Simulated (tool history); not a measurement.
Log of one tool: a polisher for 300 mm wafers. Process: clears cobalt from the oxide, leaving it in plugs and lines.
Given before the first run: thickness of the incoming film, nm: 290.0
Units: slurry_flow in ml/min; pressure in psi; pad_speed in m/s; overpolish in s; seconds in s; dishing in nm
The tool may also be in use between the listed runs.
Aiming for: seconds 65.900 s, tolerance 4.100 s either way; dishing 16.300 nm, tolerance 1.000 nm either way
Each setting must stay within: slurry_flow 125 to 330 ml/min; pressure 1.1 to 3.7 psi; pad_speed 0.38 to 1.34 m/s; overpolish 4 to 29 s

run  hour  slurry_flow  pressure  pad_speed  overpolish  seconds  dishing
  1   0.0          210       2.4       0.86          15   52.932   57.057
  2   2.3          210       2.4       0.74          15   59.707   53.878
  3   6.5          200       2.2       0.76          14   61.603   48.669
  4  14.3          200       2.2       0.92          14   50.417   56.527
  5  17.5          250       2.2       0.92          14   49.859   58.425
  6  21.1          200       2.2       0.92          14   51.444   54.361
  7  26.8          190       2.1       0.90          13   56.943   49.848
     34.2  -- slurry nozzle cleaned
  8  34.2          250       2.1       0.66           6   71.213   21.719
  9  42.1          260       2.2       0.64           6   68.964   23.088

Exactly one of the 5 candidate moves below puts every result within its allowed miss. Which one?
  A  50.0          255       2.0       0.66           8        ?        ?
  B  50.0          250       2.3       0.62          12        ?        ?
  C  50.0          235       2.1       0.76          10        ?        ?
  D  50.0          290       2.7       0.56           4        ?        ?
  E  50.0          290       1.7       0.62          13        ?        ?

move  seconds  dishing
   A   72.776   28.176
   B   70.085   40.592
   C   61.953   38.720
   D   67.513   16.223
   E   85.214   37.062
A: moves away from the targets compared with the last run
B: moves away from the targets compared with the last run
C: moves away from the targets compared with the last run
D: hits every target within its allowed miss
E: moves away from the targets compared with the last run
So the answer is move D, the one that meets all the targets.
